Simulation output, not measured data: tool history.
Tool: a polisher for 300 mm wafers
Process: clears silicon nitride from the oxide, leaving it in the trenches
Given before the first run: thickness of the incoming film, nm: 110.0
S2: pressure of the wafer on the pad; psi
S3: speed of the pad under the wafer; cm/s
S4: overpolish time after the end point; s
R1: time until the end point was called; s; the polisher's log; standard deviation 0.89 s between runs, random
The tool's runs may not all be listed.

Run 1, hour 0.0: flow of slurry (ml/min) 130, S2 3.1 psi, S3 130 cm/s, S4 36 s. Result: R1 95.623 s.
Run 2, hour 6.2: flow of slurry (ml/min) 130, S2 3.5 psi, S3 134 cm/s, S4 36 s. Result: R1 83.953 s.
Run 3, hour 8.7: flow of slurry (ml/min) 130, S2 4.1 psi, S3 134 cm/s, S4 36 s. Result: R1 71.314 s.
Run 4, hour 12.8: flow of slurry (ml/min) 130, S2 4.3 psi, S3 138 cm/s, S4 36 s. Result: R1 65.671 s.
Run 5, hour 17.4: flow of slurry (ml/min) 130, S2 4.4 psi, S3 142 cm/s, S4 36 s. Result: R1 62.066 s.
Run 6, hour 20.7: flow of slurry (ml/min) 130, S2 4.4 psi, S3 142 cm/s, S4 38 s. Result: R1 60.346 s.
Run 7, hour 27.6: flow of slurry (ml/min) 135, S2 4.9 psi, S3 150 cm/s, S4 38 s. Result: R1 52.326 s.

Run 8 is up next; what results do you expect?
Run 8, hour 34.8: flow of slurry (ml/min) 135, S2 4.9 psi, S3 152 cm/s, S4 38 s. Result: R1 ?.

{"run 8": {"R1": 51.489}}
